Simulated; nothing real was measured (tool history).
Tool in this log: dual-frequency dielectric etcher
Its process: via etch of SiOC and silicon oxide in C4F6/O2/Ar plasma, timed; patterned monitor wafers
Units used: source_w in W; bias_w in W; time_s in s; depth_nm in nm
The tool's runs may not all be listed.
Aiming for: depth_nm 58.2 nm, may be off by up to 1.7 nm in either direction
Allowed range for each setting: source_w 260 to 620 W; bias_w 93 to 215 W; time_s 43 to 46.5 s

run	day	source_w	bias_w	time_s	depth_nm
1	0	440	154	46.5	49.864
2	0.288	480	160	46.5	51.603
3	0.5	480	160	43	47.977
4	0.612	540	160	43	49.388
5	0.754	470	160	43	47.393
6	0.829	470	182	43	49.146
7	0.904	510	192	44	52.369
8	1.267	530	199	45	54.667
9	1.4	540	203	45.5	55.632
10	1.638	550	206	45.5	56.161

4 candidate next runs follow, results not yet known. Just one meets every target within its allowed miss. Identify it.
A	1.875	550	208	44	?
B	1.875	620	180	43	?
C	1.875	540	212	44	?
D	1.875	550	205	46.5	?

move	depth_nm
A	54.655
B	53.217
C	54.652
D	57.518
A: further off than the last run
B: further off than the last run
C: further off than the last run
D: every result lands within tolerance
D is the move that brings every result within its allowed miss.
